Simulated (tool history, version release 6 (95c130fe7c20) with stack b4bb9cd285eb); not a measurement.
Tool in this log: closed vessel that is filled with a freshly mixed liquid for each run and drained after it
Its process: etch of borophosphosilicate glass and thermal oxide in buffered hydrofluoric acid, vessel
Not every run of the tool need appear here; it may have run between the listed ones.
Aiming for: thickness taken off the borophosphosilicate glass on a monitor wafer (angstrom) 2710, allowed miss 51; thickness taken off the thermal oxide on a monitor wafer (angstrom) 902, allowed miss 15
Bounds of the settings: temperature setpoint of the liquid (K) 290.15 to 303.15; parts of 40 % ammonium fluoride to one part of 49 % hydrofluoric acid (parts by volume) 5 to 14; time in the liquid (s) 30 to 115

run,day,temperature setpoint of the liquid (K),parts of 40 % ammonium fluoride to one part of 49 % hydrofluoric acid (parts by volume),time in the liquid (s),thickness taken off the borophosphosilicate glass on a monitor wafer (angstrom),thickness taken off the thermal oxide on a monitor wafer (angstrom)
1,0,295.15,8.5,60,1995,662.58
2,0.075,296.65,8.5,60,2156.2,723.1
3,0.262,296.65,8.5,40,1439.7,476.54
4,0.583,298.15,8,40,1649,558.06
5,0.917,299.15,7.5,40,1879,625.31
6,1.2,300.15,7,40,2131.2,713.28
7,1.312,300.65,7,40,2195.1,733.34
8,1.583,300.65,7,40,2179.6,736.66
9,1.688,301.15,7,40,2244.1,747.31
10,2.038,301.65,7,40,2317.5,777.76
11,2.392,302.15,7,40,2382.6,790.97
12,2.654,302.65,6.5,40,2620.4,862.75

Which one of the following 4 next-run settings gets every result inside its allowed miss? There is exactly one.
A,2.917,301.65,7.5,50,?,?
B,2.917,290.15,9.5,115,?,?
C,2.917,303.15,5,30,?,?
D,2.917,299.15,5.5,40,?,?

move,thickness taken off the borophosphosilicate glass on a monitor wafer (angstrom),thickness taken off the thermal oxide on a monitor wafer (angstrom)
A,2713.9,889.97
B,2646.3,863.1
C,2546.5,829.54
D,2536.1,825.78
A: all results land within tolerance of their targets
B: no better and no worse than the last run
C: lands further from the targets than the last run did
D: lands further from the targets than the last run did
Move A is the one to make.
